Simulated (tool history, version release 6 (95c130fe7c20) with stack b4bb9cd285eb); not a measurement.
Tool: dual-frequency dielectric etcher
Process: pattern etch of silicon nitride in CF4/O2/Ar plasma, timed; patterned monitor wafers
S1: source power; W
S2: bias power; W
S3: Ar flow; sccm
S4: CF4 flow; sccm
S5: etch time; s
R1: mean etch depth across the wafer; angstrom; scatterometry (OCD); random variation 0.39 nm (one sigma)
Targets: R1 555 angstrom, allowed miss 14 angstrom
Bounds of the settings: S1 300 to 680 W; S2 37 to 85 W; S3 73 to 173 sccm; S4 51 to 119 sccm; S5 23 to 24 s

| run | hour | S1 | S2 | S3 | S4 | S5 | R1 |
|---|---|---|---|---|---|---|---|
| 1 | 0 | 490 | 61 | 123 | 85 | 23 | 447.46 |
| 2 | 1.4 | 520 | 61 | 123 | 85 | 23 | 463.03 |
| 3 | 10.1 | 520 | 61 | 123 | 85 | 24 | 488.76 |
| 4 | 16.7 | 520 | 61 | 123 | 85 | 23 | 474.67 |
| 5 | 20.1 | 520 | 61 | 144 | 85 | 23 | 460.22 |
| 6 | 23.3 | 470 | 61 | 144 | 85 | 23 | 417.92 |
| 7 | 32 | 500 | 62 | 144 | 85 | 23 | 451.57 |
| 8 | 35.6 | 530 | 62 | 144 | 85 | 23 | 470.4 |
| 9 | 44.1 | 550 | 62 | 144 | 85 | 23 | 492.53 |
| 10 | 51.9 | 560 | 62 | 144 | 85 | 23 | 495.3 |
| 11 | 54.8 | 570 | 62 | 144 | 85 | 23 | 504.62 |
|  | 60.6 | source power generator calibrated |
| 12 | 60.6 | 580 | 62 | 144 | 85 | 23 | 528.93 |
| 13 | 67.5 | 590 | 62 | 144 | 85 | 23 | 540.11 |

Which of these 4 next moves meets every target?
| A | 74.4 | 550 | 72 | 134 | 72 | 23 | ? |
| B | 74.4 | 590 | 72 | 131 | 81 | 23 | ? |
| C | 74.4 | 590 | 58 | 147 | 92 | 24 | ? |
| D | 74.4 | 580 | 64 | 156 | 79 | 23 | ? |

| move | R1 |
|---|---|
| A | 534.55 |
| B | 577.13 |
| C | 550.98 |
| D | 528.32 |
A: further off than the last run
B: takes the result that was furthest off past its target
C: meets every target
D: further off than the last run
The right move is C.

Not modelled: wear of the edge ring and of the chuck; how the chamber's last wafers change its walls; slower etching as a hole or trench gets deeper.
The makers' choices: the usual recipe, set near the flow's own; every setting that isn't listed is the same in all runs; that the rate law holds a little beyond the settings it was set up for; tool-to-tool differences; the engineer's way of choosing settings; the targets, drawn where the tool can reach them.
